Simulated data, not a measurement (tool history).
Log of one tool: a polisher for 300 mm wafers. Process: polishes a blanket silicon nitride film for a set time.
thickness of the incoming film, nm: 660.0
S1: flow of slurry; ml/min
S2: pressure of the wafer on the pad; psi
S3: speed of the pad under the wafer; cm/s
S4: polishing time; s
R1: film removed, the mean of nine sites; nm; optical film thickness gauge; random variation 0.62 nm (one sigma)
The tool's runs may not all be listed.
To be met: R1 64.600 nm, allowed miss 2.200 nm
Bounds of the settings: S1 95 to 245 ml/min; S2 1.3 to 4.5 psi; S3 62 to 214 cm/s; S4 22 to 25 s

run	hour	S1	S2	S3	S4	R1
1	0.0	155	2.9	138	25	40.117
2	4.7	165	3.3	140	25	47.106
3	12.8	165	3.3	106	25	40.001
4	20.9	165	3.3	106	22	35.834
5	25.1	170	3.7	114	22	41.261
6	27.5	175	4.0	130	22	47.646
7	29.0	175	4.2	142	22	52.937
8	35.1	175	4.3	150	22	55.056

5 next moves are on the table. One of them brings every result within its allowed miss. Which?
A	41.2	125	3.4	164	23	?
B	41.2	185	4.3	132	25	?
C	41.2	165	3.9	108	24	?
D	41.2	190	4.4	148	25	?
E	41.2	190	4.5	162	25	?

move	R1
A	45.687
B	60.061
C	46.687
D	65.406
E	70.157
A: further off than the last run
B: nearer than the last run, and not there yet
C: further off than the last run
D: meets every target
E: takes the result that was furthest off past its target
Move D is the one to make.
